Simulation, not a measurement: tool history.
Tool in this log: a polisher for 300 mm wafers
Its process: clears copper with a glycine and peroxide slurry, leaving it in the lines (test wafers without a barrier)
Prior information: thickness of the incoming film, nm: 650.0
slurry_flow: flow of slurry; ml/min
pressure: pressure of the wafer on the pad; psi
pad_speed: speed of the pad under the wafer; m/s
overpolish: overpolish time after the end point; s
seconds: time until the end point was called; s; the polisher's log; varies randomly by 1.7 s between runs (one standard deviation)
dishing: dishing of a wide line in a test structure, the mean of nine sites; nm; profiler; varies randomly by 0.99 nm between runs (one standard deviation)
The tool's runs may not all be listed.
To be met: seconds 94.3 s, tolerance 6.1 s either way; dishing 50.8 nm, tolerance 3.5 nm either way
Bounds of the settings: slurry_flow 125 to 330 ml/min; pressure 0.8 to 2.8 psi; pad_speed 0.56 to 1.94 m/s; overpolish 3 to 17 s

run	hour	slurry_flow	pressure	pad_speed	overpolish	seconds	dishing
1	0	210	1.8	1.24	9	117.33	30.949
2	8.1	210	1.8	1.38	9	110.85	33.793
3	14.5	210	1.9	1.42	10	106.54	38.505
4	21.3	210	1.9	1.42	7	102.11	27.653
5	27.8	210	1.5	1.42	7	119.12	24.783
6	29	210	1.1	1.42	7	134.6	22.595
7	30.1	210	1.4	1.48	8	119.98	27.928
8	32	210	1.6	1.54	9	108.89	33.385
9	39.2	210	1.7	1.56	10	101.83	38.385
10	44.7	210	1.8	1.56	11	102.16	41.97

Exercise: of the 5 proposed moves below, exactly one satisfies all targets within the stated allowed misses. Which move is it?
A	50.2	220	1.7	1.3	10	?	?
B	50.2	170	1.9	1.84	9	?	?
C	50.2	235	2	1.64	13	?	?
D	50.2	280	1.8	1.76	9	?	?
E	50.2	235	2	1.58	8	?	?

move	seconds	dishing
A	117.96	34.126
B	91.152	38.658
C	92.538	51.328
D	91.31	38.548
E	94.97	34.013
A: further off than the last run
B: further off than the last run
C: every result within its allowed miss
D: further off than the last run
E: further off than the last run
Move C is the one to make.
